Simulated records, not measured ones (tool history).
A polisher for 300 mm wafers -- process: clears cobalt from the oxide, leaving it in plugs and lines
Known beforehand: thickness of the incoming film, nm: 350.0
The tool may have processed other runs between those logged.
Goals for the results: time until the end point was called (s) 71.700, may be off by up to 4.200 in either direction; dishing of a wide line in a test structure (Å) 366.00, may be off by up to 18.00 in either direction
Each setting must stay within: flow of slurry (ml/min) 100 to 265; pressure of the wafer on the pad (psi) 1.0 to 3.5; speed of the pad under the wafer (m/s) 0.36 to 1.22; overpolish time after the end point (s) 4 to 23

run,hour,flow of slurry (ml/min),pressure of the wafer on the pad (psi),speed of the pad under the wafer (m/s),overpolish time after the end point (s),time until the end point was called (s),dishing of a wide line in a test structure (Å)
1,0.0,170,2.2,0.78,12,91.177,332.08
2,2.5,135,2.2,0.78,12,95.995,332.26
3,10.4,180,2.2,0.78,12,90.094,338.94
4,14.4,180,2.4,0.78,12,82.963,349.59
5,15.3,180,2.5,0.78,12,78.408,362.08
6,21.7,180,2.5,0.62,12,99.974,319.08
7,23.3,185,2.6,0.62,12,96.550,319.96
8,24.6,185,2.6,0.62,12,94.789,327.72

4 candidate next runs follow, results not yet known. Just one meets every target within its allowed miss. Identify it.
A,25.9,215,2.6,0.84,11,?,?
B,25.9,180,2.1,0.48,14,?,?
C,25.9,195,2.7,0.62,15,?,?
D,25.9,195,3.4,0.68,7,?,?

move,time until the end point was called (s),dishing of a wide line in a test structure (Å)
A,69.394,366.07
B,148.970,260.43
C,90.589,376.02
D,66.143,282.27
A: hits every target within its allowed miss
B: misses by more than the last run did
C: better than the last run, though not everything is in spec
D: moves the result that the last run missed by most past its target, out the other side
Answer: A

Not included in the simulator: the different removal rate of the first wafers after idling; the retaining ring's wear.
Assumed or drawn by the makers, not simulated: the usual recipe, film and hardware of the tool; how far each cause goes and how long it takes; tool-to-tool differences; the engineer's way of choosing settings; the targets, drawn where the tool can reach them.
